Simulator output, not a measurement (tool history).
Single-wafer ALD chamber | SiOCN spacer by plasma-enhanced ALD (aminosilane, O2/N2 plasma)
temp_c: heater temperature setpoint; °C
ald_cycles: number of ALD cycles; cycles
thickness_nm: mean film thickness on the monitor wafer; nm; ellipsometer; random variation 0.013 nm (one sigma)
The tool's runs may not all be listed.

run  hour  temp_c  ald_cycles  thickness_nm
  1   0.0     395          41        2.4884
  2   8.3     401          41        2.4436
  3  12.1     401          45        2.6491
  4  12.9     401          51        2.9756
  5  14.8     408          51        2.9138
  6  23.2     416          51        2.8589
  7  26.9     416          49        2.7256
  8  28.5     416          48        2.7167
  9  29.6     416          46        2.5825
 10  35.0     416          45        2.5204

Run 11, settings as shown, results not yet in. Your forecast:
 11  36.4     416          44             ?

Run 11 gave thickness_nm 2.4765 nm.

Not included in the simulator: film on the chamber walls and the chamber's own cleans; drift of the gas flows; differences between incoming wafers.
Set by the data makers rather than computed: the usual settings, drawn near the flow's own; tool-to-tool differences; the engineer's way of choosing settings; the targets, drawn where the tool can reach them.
